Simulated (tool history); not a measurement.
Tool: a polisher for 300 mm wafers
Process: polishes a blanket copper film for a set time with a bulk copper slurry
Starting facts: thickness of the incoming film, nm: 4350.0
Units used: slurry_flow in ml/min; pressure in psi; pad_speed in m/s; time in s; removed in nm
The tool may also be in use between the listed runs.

run	hour	slurry_flow	pressure	pad_speed	slurry_solids	time	removed
1	0.0	220	3.5	1.26	1.00	51	762.12
2	2.7	215	3.3	1.18	1.00	51	671.14
3	11.1	215	3.3	1.18	1.10	51	697.31
4	16.7	215	3.3	1.18	1.20	51	720.24
5	22.3	215	3.3	1.18	1.20	53	738.65
6	26.0	215	3.3	1.18	1.20	51	709.47

Expected results for the next run?
7	28.6	210	3.1	1.12	1.15	51	?

removed: 623.55 nm

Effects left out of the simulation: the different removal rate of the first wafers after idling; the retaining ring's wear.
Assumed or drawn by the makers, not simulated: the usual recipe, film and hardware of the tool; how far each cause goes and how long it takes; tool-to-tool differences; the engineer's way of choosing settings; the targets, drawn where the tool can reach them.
